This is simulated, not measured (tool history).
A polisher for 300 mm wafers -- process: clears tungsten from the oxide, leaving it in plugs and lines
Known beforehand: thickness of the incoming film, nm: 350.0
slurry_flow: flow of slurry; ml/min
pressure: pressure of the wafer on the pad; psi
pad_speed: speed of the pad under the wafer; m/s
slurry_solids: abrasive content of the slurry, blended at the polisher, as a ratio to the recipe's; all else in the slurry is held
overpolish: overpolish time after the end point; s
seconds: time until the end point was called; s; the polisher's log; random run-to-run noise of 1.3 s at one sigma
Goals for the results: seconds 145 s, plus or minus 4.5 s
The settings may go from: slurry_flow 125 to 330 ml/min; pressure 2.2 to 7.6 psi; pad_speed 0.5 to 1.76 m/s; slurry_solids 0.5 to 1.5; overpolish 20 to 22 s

Run 1, day 0: slurry_flow 210 ml/min, pressure 4.9 psi, pad_speed 1.12 m/s, slurry_solids 1, overpolish 20 s. Result: seconds 59.302 s.
Run 2, day 0.25: slurry_flow 210 ml/min, pressure 4.9 psi, pad_speed 1.12 m/s, slurry_solids 1.15, overpolish 20 s. Result: seconds 57.364 s.
Run 3, day 0.525: slurry_flow 210 ml/min, pressure 4.9 psi, pad_speed 1.28 m/s, slurry_solids 1.15, overpolish 20 s. Result: seconds 51.124 s.
Run 4, day 0.579: slurry_flow 185 ml/min, pressure 4.9 psi, pad_speed 1.28 m/s, slurry_solids 1.15, overpolish 20 s. Result: seconds 51.02 s.
Run 5, day 0.858: slurry_flow 155 ml/min, pressure 4.9 psi, pad_speed 1.28 m/s, slurry_solids 1.15, overpolish 20 s. Result: seconds 53.278 s.
Run 6, day 1.138: slurry_flow 150 ml/min, pressure 4.4 psi, pad_speed 1.2 m/s, slurry_solids 1.15, overpolish 20 s. Result: seconds 62.745 s.
Run 7, day 1.429: slurry_flow 150 ml/min, pressure 4 psi, pad_speed 1.12 m/s, slurry_solids 1.15, overpolish 20 s. Result: seconds 72.299 s.
Run 8, day 1.721: slurry_flow 140 ml/min, pressure 2.6 psi, pad_speed 0.8 m/s, slurry_solids 1.1, overpolish 20 s. Result: seconds 153.92 s.
Run 9, day 1.788: slurry_flow 145 ml/min, pressure 2.6 psi, pad_speed 0.8 m/s, slurry_solids 1.1, overpolish 20 s. Result: seconds 151.55 s.

Pick the move, out of 4, that brings all results within their allowed miss; only one does.
Run A, day 1.854: slurry_flow 125 ml/min, pressure 3.1 psi, pad_speed 0.76 m/s, slurry_solids 0.9, overpolish 20 s. Result: seconds ?.
Run B, day 1.854: slurry_flow 125 ml/min, pressure 2.5 psi, pad_speed 0.8 m/s, slurry_solids 1.1, overpolish 20 s. Result: seconds ?.
Run C, day 1.854: slurry_flow 170 ml/min, pressure 3.4 psi, pad_speed 0.6 m/s, slurry_solids 0.7, overpolish 22 s. Result: seconds ?.
Run D, day 1.854: slurry_flow 135 ml/min, pressure 2.5 psi, pad_speed 0.86 m/s, slurry_solids 1, overpolish 21 s. Result: seconds ?.

move  seconds
   A    145.2
   B   163.22
   C   162.06
   D   153.18
A: every result lands within tolerance
B: the biggest miss grows against the last run
C: the biggest miss grows against the last run
D: the biggest miss grows against the last run
A is the move that brings every result within its allowed miss.

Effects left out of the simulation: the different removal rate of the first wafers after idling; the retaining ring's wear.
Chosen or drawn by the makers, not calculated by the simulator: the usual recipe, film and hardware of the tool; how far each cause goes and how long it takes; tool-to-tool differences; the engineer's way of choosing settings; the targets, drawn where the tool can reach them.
